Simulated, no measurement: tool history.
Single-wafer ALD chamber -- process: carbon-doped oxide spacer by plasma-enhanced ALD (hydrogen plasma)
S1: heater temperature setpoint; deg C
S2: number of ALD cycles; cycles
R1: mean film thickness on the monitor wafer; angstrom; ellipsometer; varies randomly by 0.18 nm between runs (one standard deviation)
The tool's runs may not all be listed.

run 1 hour=0.0 | S1=390 S2=566 | R1=268.67
run 2 hour=2.3 | S1=390 S2=495 | R1=234.81
run 3 hour=2.9 | S1=390 S2=451 | R1=213.96
run 4 hour=5.3 | S1=381 S2=451 | R1=214.86
run 5 hour=10.9 | S1=381 S2=394 | R1=188.99
run 6 hour=12.1 | S1=381 S2=385 | R1=180.98
run 7 hour=18.6 | S1=381 S2=416 | R1=197.67
run 8 hour=19.3 | S1=381 S2=507 | R1=240.59
run 9 hour=22.5 | S1=381 S2=526 | R1=248.22
run 10 hour=24.2 | S1=381 S2=544 | R1=260.20
run 11 hour=28.4 | S1=381 S2=558 | R1=266.98
run 12 hour=34.3 | S1=381 S2=571 | R1=271.47
run 13 hour=38.5 | S1=381 S2=662 | R1=314.51
run 14 hour=39.1 | S1=381 S2=666 | R1=316.67
run 15 hour=44.8 | S1=381 S2=670 | R1=320.47
run 16 hour=50.0 | S1=381 S2=673 | R1=318.82

For run 17, what comes out?
run 17 hour=54.8 | S1=381 S2=677 | R1=?

{"run 17": {"R1": 321.68}}
